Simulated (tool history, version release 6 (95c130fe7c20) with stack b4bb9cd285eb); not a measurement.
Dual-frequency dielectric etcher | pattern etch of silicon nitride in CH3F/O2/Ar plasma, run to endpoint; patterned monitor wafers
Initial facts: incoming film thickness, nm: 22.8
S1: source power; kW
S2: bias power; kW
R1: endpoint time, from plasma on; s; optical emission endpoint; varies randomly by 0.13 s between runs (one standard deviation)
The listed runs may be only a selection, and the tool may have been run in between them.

run    day    S1     S2      R1
  1      0   0.4  0.061  32.752
  2  0.058   0.4  0.053  34.452
  3  0.154  0.42  0.055  33.457
  4   0.25  0.42   0.05  34.164
  5  0.604  0.44  0.052  32.996
  6   0.75  0.45  0.053  32.507
  7  1.029  0.46  0.054   31.88
  8  1.162  0.47  0.055  31.318
  9  1.467  0.48  0.056  30.974
 10  1.825  0.49  0.057  30.666

Run 11, settings as shown, results not yet in. Your forecast:
 11  2.162  0.5  0.058   ?

{"run 11": {"R1": 30.11}}
